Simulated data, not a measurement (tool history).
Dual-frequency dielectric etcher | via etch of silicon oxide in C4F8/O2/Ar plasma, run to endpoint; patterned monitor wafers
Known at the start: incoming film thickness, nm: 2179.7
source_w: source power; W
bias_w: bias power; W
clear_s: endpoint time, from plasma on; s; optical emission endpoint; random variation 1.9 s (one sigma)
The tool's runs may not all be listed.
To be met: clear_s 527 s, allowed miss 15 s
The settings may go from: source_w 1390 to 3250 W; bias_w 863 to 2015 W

Run 1, hour 0: source_w 2320 W, bias_w 1439 W. Result: clear_s 437.2 s.
Run 2, hour 3.4: source_w 2150 W, bias_w 1388 W. Result: clear_s 448.94 s.
Run 3, hour 11.7: source_w 2390 W, bias_w 1388 W. Result: clear_s 434.91 s.
Run 4, hour 20.5: source_w 2200 W, bias_w 1313 W. Result: clear_s 451.73 s.
Run 5, hour 27.4: source_w 2040 W, bias_w 1252 W. Result: clear_s 467.26 s.
Run 6, hour 34.8: source_w 1920 W, bias_w 1206 W. Result: clear_s 479.47 s.
Run 7, hour 39.9: source_w 1820 W, bias_w 1172 W. Result: clear_s 488.86 s.
Run 8, hour 41.3: source_w 1740 W, bias_w 1145 W. Result: clear_s 501.21 s.
Run 9, hour 46.1: source_w 1690 W, bias_w 1132 W. Result: clear_s 503.74 s.
Run 10, hour 47.2: source_w 1690 W, bias_w 1132 W. Result: clear_s 503.1 s.
Run 11, hour 55.1: source_w 1690 W, bias_w 1132 W. Result: clear_s 507.93 s.
Run 12, hour 64.1: source_w 1650 W, bias_w 1123 W. Result: clear_s 507.84 s.

Which of these 4 next moves meets every target?
Run A, hour 73.1: source_w 1460 W, bias_w 1053 W. Result: clear_s ?.
Run B, hour 73.1: source_w 1560 W, bias_w 863 W. Result: clear_s ?.
Run C, hour 73.1: source_w 1580 W, bias_w 1226 W. Result: clear_s ?.
Run D, hour 73.1: source_w 1960 W, bias_w 1074 W. Result: clear_s ?.

move  clear_s
   A   531.76
   B   557.93
   C   498.55
   D   495.02
A: meets every target
B: takes the result that was furthest off past its target
C: further off than the last run
D: further off than the last run
Answer: A
